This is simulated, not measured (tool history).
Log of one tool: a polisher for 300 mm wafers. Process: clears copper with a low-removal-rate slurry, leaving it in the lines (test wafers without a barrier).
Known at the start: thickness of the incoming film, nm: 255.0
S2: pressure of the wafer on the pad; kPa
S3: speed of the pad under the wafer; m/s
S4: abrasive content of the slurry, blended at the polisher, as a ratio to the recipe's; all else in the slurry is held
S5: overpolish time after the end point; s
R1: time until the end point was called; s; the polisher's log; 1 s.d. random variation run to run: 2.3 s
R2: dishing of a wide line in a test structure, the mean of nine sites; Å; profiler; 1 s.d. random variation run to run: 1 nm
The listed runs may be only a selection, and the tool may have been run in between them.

Run 1, hour 0.0: flow of slurry (ml/min) 200, S2 17.9 kPa, S3 1.28 m/s, S4 1.00, S5 23 s. Result: R1 76.472 s, R2 438.91 Å.
Run 2, hour 3.3: flow of slurry (ml/min) 240, S2 17.9 kPa, S3 1.28 m/s, S4 1.00, S5 23 s. Result: R1 78.803 s, R2 444.41 Å.
Run 3, hour 7.1: flow of slurry (ml/min) 240, S2 17.9 kPa, S3 1.28 m/s, S4 0.85, S5 23 s. Result: R1 84.062 s, R2 448.27 Å.
Run 4, hour 15.1: flow of slurry (ml/min) 240, S2 17.9 kPa, S3 1.28 m/s, S4 1.00, S5 23 s. Result: R1 77.739 s, R2 462.16 Å.
Run 5, hour 21.6: flow of slurry (ml/min) 245, S2 15.9 kPa, S3 1.26 m/s, S4 1.00, S5 26 s. Result: R1 87.586 s, R2 469.00 Å.
Run 6, hour 27.4: flow of slurry (ml/min) 200, S2 15.9 kPa, S3 1.26 m/s, S4 1.00, S5 26 s. Result: R1 90.726 s, R2 456.18 Å.
Run 7, hour 34.1: flow of slurry (ml/min) 200, S2 15.9 kPa, S3 1.26 m/s, S4 1.00, S5 26 s. Result: R1 88.167 s, R2 439.92 Å.
Run 8, hour 38.1: flow of slurry (ml/min) 200, S2 14.5 kPa, S3 1.24 m/s, S4 1.00, S5 28 s. Result: R1 98.137 s, R2 421.16 Å.

The next listed run, before its measurement:
Run 9, hour 40.9: flow of slurry (ml/min) 200, S2 13.1 kPa, S3 1.22 m/s, S4 1.00, S5 31 s. Result: R1 ?, R2 ?.

{"run 9": {"R1": 112.87, "R2": 420.64}}
